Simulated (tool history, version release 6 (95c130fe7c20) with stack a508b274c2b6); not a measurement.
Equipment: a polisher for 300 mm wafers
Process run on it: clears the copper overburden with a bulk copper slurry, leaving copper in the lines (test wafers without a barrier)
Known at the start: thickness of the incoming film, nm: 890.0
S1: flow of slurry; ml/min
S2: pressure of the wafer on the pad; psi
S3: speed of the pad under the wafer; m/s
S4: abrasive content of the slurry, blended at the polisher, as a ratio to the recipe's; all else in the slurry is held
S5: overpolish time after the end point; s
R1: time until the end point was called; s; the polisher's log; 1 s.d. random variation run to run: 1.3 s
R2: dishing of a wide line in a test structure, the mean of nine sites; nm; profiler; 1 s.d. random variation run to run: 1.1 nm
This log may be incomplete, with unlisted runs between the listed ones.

| run | hour | S1 | S2 | S3 | S4 | S5 | R1 | R2 |
|---|---|---|---|---|---|---|---|---|
| 1 | 0.0 | 255 | 2.3 | 1.12 | 1.0 | 27 | 119.580 | 57.824 |
| 2 | 1.5 | 255 | 2.6 | 1.14 | 1.0 | 25 | 106.510 | 59.235 |
| 3 | 7.2 | 230 | 2.6 | 1.14 | 1.0 | 25 | 110.370 | 60.409 |
| 4 | 15.0 | 245 | 2.8 | 1.16 | 1.0 | 23 | 101.090 | 59.497 |
| 5 | 19.2 | 250 | 3.0 | 1.20 | 1.0 | 23 | 95.920 | 61.626 |
| 6 | 27.5 | 255 | 3.1 | 1.28 | 1.0 | 22 | 82.198 | 60.807 |
| 7 | 32.6 | 255 | 3.2 | 1.28 | 1.0 | 23 | 80.453 | 63.557 |
| 8 | 33.7 | 255 | 3.3 | 1.30 | 1.0 | 22 | 80.780 | 64.877 |

Expected results for the next run?
| 9 | 40.5 | 260 | 3.4 | 1.32 | 1.0 | 21 | ? | ? |

For run 9 the tool returned R1 79.563 s, R2 64.757 nm.
